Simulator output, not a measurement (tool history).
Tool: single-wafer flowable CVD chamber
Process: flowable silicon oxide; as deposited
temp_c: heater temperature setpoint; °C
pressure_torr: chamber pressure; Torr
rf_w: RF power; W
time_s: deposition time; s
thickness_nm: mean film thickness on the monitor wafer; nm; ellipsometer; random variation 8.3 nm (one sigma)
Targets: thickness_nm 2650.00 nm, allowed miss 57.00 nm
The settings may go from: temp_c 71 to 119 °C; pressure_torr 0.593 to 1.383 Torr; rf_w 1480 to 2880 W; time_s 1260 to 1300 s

run	hour	temp_c	pressure_torr	rf_w	time_s	thickness_nm
1	0.0	95	0.988	2180	1260	1246.80
2	8.8	104	0.988	2180	1260	890.26
3	15.8	104	0.988	2180	1300	917.35
4	23.8	97	0.990	2180	1300	1202.50
5	26.9	92	0.991	2180	1300	1442.60
6	35.0	92	1.144	2180	1300	1656.30
7	41.5	92	1.144	2180	1300	1654.70
8	48.1	89	1.145	2180	1300	1843.90
9	51.4	86	1.146	2180	1300	2048.70
10	53.7	84	1.147	2180	1300	2201.50
11	58.9	83	1.147	2180	1300	2268.80

Which of these 4 next moves meets every target?
A	64.1	80	1.224	2090	1300	?
B	64.1	89	1.188	2310	1280	?
C	64.1	78	1.206	2030	1300	?
D	64.1	75	1.136	2055	1290	?

move	thickness_nm
A	2645.70
B	1901.10
C	2758.20
D	2808.00
A: meets every target
B: further off than the last run
C: takes the result that was furthest off past its target
D: takes the result that was furthest off past its target
Move A is the one to make.
